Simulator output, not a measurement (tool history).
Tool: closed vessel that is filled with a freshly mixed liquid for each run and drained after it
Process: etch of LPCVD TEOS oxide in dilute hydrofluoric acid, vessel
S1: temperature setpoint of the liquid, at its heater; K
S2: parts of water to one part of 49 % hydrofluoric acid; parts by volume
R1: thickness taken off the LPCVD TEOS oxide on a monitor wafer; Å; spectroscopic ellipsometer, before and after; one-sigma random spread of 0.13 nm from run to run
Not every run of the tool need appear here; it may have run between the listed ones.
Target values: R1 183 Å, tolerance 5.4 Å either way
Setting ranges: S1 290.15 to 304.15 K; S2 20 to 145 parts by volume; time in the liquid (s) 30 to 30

{"run": 1, "hour": 0.0, "S1": 296.15, "S2": 80, "time in the liquid (s)": 30, "R1": 121.87}
{"run": 2, "hour": 1.4, "S1": 298.15, "S2": 80, "time in the liquid (s)": 30, "R1": 132.25}
{"run": 3, "hour": 2.4, "S1": 299.65, "S2": 80, "time in the liquid (s)": 30, "R1": 138.61}
{"run": 4, "hour": 3.5, "S1": 302.65, "S2": 80, "time in the liquid (s)": 30, "R1": 155.21}
{"run": 5, "hour": 12.7, "S1": 303.15, "S2": 80, "time in the liquid (s)": 30, "R1": 159.74}
{"run": 6, "hour": 14.3, "S1": 303.15, "S2": 55, "time in the liquid (s)": 30, "R1": 237.53}
{"run": 7, "hour": 15.9, "S1": 301.15, "S2": 55, "time in the liquid (s)": 30, "R1": 220.03}
{"run": 8, "hour": 18.0, "S1": 299.65, "S2": 55, "time in the liquid (s)": 30, "R1": 212.05}
{"run": 9, "hour": 23.5, "S1": 298.65, "S2": 55, "time in the liquid (s)": 30, "R1": 202.39}
{"run": 10, "hour": 32.2, "S1": 298.15, "S2": 55, "time in the liquid (s)": 30, "R1": 196.98}
{"run": 11, "hour": 38.1, "S1": 298.15, "S2": 55, "time in the liquid (s)": 30, "R1": 195.36}
{"run": 12, "hour": 39.0, "S1": 297.65, "S2": 55, "time in the liquid (s)": 30, "R1": 192.65}
{"run": 13, "hour": 47.0, "S1": 297.15, "S2": 55, "time in the liquid (s)": 30, "R1": 190.92}

Exercise: of the 5 proposed moves below, exactly one satisfies all targets within the stated allowed misses. Which move is it?
{"run": "A", "hour": 55.0, "S1": 296.15, "S2": 50, "time in the liquid (s)": 30, "R1": "?"}
{"run": "B", "hour": 55.0, "S1": 295.65, "S2": 50, "time in the liquid (s)": 30, "R1": "?"}
{"run": "C", "hour": 55.0, "S1": 296.65, "S2": 55, "time in the liquid (s)": 30, "R1": "?"}
{"run": "D", "hour": 55.0, "S1": 297.15, "S2": 50, "time in the liquid (s)": 30, "R1": "?"}
{"run": "E", "hour": 55.0, "S1": 298.65, "S2": 55, "time in the liquid (s)": 30, "R1": "?"}

move=A R1=199.8
move=B R1=195.68
move=C R1=184.29
move=D R1=208.25
move=E R1=200.02
A: misses by more than the last run did
B: misses by more than the last run did
C: each result inside its tolerance
D: misses by more than the last run did
E: misses by more than the last run did
So the answer is move C, the one that meets all the targets.
